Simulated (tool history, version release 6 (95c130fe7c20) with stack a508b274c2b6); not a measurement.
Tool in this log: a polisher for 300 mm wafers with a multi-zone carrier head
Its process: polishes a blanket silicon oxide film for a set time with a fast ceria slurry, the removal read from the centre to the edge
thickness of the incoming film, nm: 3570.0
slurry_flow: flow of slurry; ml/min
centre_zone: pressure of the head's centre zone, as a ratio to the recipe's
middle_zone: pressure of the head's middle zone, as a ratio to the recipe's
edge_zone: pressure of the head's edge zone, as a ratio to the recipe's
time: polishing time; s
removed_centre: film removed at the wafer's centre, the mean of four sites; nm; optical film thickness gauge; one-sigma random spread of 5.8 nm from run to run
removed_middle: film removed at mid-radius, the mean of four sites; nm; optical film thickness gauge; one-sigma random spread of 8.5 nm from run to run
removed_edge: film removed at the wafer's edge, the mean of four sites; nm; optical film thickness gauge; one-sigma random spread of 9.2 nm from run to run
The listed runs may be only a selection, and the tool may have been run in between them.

{"run": 1, "hour": 0.0, "slurry_flow": 315, "centre_zone": 1.0, "middle_zone": 1.0, "edge_zone": 1.0, "time": 87, "removed_centre": 1166.7, "removed_middle": 1196.7, "removed_edge": 1156.0}
{"run": 2, "hour": 6.1, "slurry_flow": 310, "centre_zone": 1.01, "middle_zone": 0.97, "edge_zone": 1.0, "time": 82, "removed_centre": 1103.4, "removed_middle": 1091.1, "removed_edge": 1109.4}
{"run": 3, "hour": 7.0, "slurry_flow": 235, "centre_zone": 1.01, "middle_zone": 0.97, "edge_zone": 1.0, "time": 82, "removed_centre": 1073.8, "removed_middle": 1034.6, "removed_edge": 1113.1}
{"run": 4, "hour": 10.7, "slurry_flow": 235, "centre_zone": 1.01, "middle_zone": 0.97, "edge_zone": 0.94, "time": 82, "removed_centre": 1077.4, "removed_middle": 1029.4, "removed_edge": 1073.3}
{"run": 5, "hour": 13.8, "slurry_flow": 240, "centre_zone": 1.01, "middle_zone": 0.95, "edge_zone": 0.92, "time": 78, "removed_centre": 1019.7, "removed_middle": 961.5, "removed_edge": 1023.8}
{"run": 6, "hour": 20.9, "slurry_flow": 240, "centre_zone": 1.01, "middle_zone": 0.95, "edge_zone": 0.96, "time": 78, "removed_centre": 1022.1, "removed_middle": 977.2, "removed_edge": 1034.6}

Forecast run 7:
{"run": 7, "hour": 26.6, "slurry_flow": 240, "centre_zone": 1.02, "middle_zone": 0.93, "edge_zone": 0.94, "time": 75, "removed_centre": "?", "removed_middle": "?", "removed_edge": "?"}

Run 7 came out at removed_centre 995.32 nm, removed_middle 925.65 nm, removed_edge 979.45 nm.

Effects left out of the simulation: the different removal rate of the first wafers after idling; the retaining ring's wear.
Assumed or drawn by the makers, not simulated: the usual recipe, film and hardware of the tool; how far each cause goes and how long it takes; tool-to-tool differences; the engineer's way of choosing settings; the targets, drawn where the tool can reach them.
